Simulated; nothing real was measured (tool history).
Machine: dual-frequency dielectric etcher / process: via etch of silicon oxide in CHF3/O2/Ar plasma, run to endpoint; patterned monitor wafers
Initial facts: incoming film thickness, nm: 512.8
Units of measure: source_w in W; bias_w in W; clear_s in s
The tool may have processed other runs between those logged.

run	hour	source_w	bias_w	clear_s
1	0.0	650	232	237.64
2	8.0	690	237	235.18
3	15.0	690	262	228.71
4	22.7	720	269	223.14
5	26.9	740	273	219.82
6	32.4	670	273	228.07
7	36.3	700	278	224.86
8	40.3	700	278	222.09

What will run 9 give?
9	44.6	720	281	?

clear_s: 221.00 s
